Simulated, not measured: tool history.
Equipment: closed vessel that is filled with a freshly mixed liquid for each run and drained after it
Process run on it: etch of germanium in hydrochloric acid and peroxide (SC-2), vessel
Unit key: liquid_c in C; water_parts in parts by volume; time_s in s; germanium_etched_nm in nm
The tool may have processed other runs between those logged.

run 1 day=0.000 | liquid_c=63 water_parts=10.5 time_s=100 | germanium_etched_nm=370.45
run 2 day=0.317 | liquid_c=57 water_parts=10.5 time_s=100 | germanium_etched_nm=313.56
run 3 day=0.662 | liquid_c=57 water_parts=13.5 time_s=100 | germanium_etched_nm=304.76
run 4 day=0.867 | liquid_c=57 water_parts=15.0 time_s=100 | germanium_etched_nm=298.13
run 5 day=1.233 | liquid_c=61 water_parts=14.0 time_s=100 | germanium_etched_nm=336.98
run 6 day=1.462 | liquid_c=64 water_parts=13.0 time_s=100 | germanium_etched_nm=373.60

Forecast run 7:
run 7 day=1.767 | liquid_c=66 water_parts=12.5 time_s=100 | germanium_etched_nm=?

{"run 7": {"germanium_etched_nm": 399.78}}
